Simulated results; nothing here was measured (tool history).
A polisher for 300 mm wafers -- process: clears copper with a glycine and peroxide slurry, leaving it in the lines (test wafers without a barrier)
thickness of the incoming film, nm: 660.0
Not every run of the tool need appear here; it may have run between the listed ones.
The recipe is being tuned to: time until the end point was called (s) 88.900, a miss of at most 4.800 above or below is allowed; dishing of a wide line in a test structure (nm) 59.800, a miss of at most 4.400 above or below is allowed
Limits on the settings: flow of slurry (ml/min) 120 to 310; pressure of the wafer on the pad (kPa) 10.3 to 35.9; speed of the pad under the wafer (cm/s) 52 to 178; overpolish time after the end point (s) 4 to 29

run	day	flow of slurry (ml/min)	pressure of the wafer on the pad (kPa)	speed of the pad under the wafer (cm/s)	overpolish time after the end point (s)	time until the end point was called (s)	dishing of a wide line in a test structure (nm)
1	0.000	200	22.8	114	15	136.160	43.422
2	0.229	200	23.4	114	15	126.560	45.114
3	0.504	200	24.1	114	15	124.360	45.705
4	0.604	220	24.1	114	15	124.880	45.587
5	0.938	220	24.8	114	15	123.020	46.350
6	1.121	220	25.5	114	15	121.680	47.236
7	1.479	220	26.2	114	15	118.110	45.296
8	1.575	220	26.9	116	16	113.720	47.433
9	1.783	220	27.6	116	17	111.850	51.104
10	1.867	220	28.3	116	17	111.520	51.553
11	2.133	220	29.0	116	17	107.840	50.873
12	2.300	220	29.6	116	17	106.270	52.267

Which of these 4 next moves meets every target?
A	2.467	195	31.7	78	18	?	?
B	2.467	215	29.0	96	26	?	?
C	2.467	230	30.3	86	14	?	?
D	2.467	160	29.0	152	22	?	?

move	time until the end point was called (s)	dishing of a wide line in a test structure (nm)
A	146.380	47.182
B	129.650	57.333
C	136.260	42.506
D	90.221	58.530
A: further off than the last run
B: further off than the last run
C: further off than the last run
D: meets every target
The move that meets every target is D.
